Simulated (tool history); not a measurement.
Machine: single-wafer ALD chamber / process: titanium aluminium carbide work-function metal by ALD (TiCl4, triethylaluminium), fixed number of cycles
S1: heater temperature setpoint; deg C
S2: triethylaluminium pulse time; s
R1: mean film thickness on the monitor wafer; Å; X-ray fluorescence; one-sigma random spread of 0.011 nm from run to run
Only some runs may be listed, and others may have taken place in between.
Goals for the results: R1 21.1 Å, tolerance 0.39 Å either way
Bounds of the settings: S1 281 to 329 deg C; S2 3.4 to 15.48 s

run    day   S1     S2      R1
  1      0  305   9.44  18.898
  2  0.258  296   9.44  18.536
  3  0.529  301  10.89  19.152
  4  0.629  305  11.84  19.375
  5  0.879  311   12.8   20.18
  6  0.996  313  13.12  20.232
  7  1.096  315  13.52  20.567
  8  1.425  316  13.71  20.439
  9    1.6  318  14.09   20.67

Which one of the following 5 next-run settings gets every result inside its allowed miss? There is exactly one.
  A  1.775  314  13.89   ?
  B  1.775  323  15.48   ?
  C  1.775  312  13.68   ?
  D  1.775  317  12.42   ?
  E  1.775  317  11.82   ?

move      R1
   A   20.47
   B  21.286
   C    20.3
   D  20.528
   E  20.445
A: further off than the last run
B: hits every target within its allowed miss
C: further off than the last run
D: further off than the last run
E: further off than the last run
Move B is the one to make.
